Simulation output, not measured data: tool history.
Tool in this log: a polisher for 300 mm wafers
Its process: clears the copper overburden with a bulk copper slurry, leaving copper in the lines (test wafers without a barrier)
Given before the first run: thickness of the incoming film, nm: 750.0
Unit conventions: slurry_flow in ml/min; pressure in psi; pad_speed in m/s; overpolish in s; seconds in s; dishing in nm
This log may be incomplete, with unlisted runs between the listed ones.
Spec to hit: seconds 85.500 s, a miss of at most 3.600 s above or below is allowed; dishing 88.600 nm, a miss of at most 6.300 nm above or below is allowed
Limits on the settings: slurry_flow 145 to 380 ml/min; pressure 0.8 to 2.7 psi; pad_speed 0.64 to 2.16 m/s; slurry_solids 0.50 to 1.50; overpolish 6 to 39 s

run  hour  slurry_flow  pressure  pad_speed  slurry_solids  overpolish  seconds  dishing
  1   0.0          245       1.7       1.40           1.00          20  113.920   73.486
  2   6.4          190       1.7       1.40           1.00          20  116.070   73.351
  3   7.1          190       1.8       1.40           1.00          20  105.350   75.422
  4  10.4          190       2.0       1.40           1.00          21   98.818   82.361
  5  11.0          190       2.0       1.40           1.00          14   97.690   62.937
  6  18.0          235       2.0       1.40           1.00          14   98.587   67.199
  7  24.9          235       2.0       1.40           1.00          15   94.901   65.469
  8  29.7          235       2.0       1.40           1.00          16   96.426   70.217
  9  35.1          235       2.0       1.40           1.00          17   94.391   73.390
 10  36.2          240       2.1       1.40           1.00          19   91.850   82.355

5 candidate next runs follow, results not yet known. Just one meets every target within its allowed miss. Identify it.
  A  37.3          235       1.8       1.54           0.95          24        ?        ?
  B  37.3          225       2.6       1.28           0.80          20        ?        ?
  C  37.3          225       2.6       1.18           1.20          26        ?        ?
  D  37.3          225       2.2       1.76           0.70          18        ?        ?
  E  37.3          255       2.1       1.28           1.35          31        ?        ?

move  seconds  dishing
   A   99.568   85.965
   B   86.766   90.235
   C   85.839  102.490
   D   77.159   88.149
   E   94.030  100.910
A: misses by more than the last run did
B: all results in spec
C: puts the biggest miss on target and leaves a different result outside tolerance
D: takes the result that was furthest off past its target
E: misses by more than the last run did
The right move is B.
